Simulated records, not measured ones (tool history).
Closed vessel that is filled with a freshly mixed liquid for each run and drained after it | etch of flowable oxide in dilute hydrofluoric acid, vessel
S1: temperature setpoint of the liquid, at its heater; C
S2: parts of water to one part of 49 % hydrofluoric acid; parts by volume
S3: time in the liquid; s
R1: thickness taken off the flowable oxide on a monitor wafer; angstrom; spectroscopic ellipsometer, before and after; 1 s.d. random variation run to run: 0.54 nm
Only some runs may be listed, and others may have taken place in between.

run 1 day=0.000 | S1=23.0 S2=100 S3=30 | R1=156.56
run 2 day=0.258 | S1=26.0 S2=100 S3=30 | R1=176.78
run 3 day=0.379 | S1=26.0 S2=125 S3=30 | R1=137.38
run 4 day=0.546 | S1=26.5 S2=110 S3=30 | R1=161.48
run 5 day=0.754 | S1=26.5 S2=110 S3=30 | R1=158.90
run 6 day=0.942 | S1=26.5 S2=110 S3=30 | R1=159.61
run 7 day=1.217 | S1=27.0 S2=100 S3=30 | R1=185.26
run 8 day=1.454 | S1=27.0 S2=100 S3=30 | R1=185.35
run 9 day=1.683 | S1=27.5 S2=90 S3=30 | R1=210.47
run 10 day=1.750 | S1=28.0 S2=80 S3=30 | R1=244.21
run 11 day=2.012 | S1=28.5 S2=70 S3=30 | R1=290.36
run 12 day=2.325 | S1=29.0 S2=65 S3=30 | R1=325.94

What does the tool deliver on the next run?
run 13 day=2.662 | S1=29.5 S2=60 S3=30 | R1=?

{"run 13": {"R1": 357.84}}

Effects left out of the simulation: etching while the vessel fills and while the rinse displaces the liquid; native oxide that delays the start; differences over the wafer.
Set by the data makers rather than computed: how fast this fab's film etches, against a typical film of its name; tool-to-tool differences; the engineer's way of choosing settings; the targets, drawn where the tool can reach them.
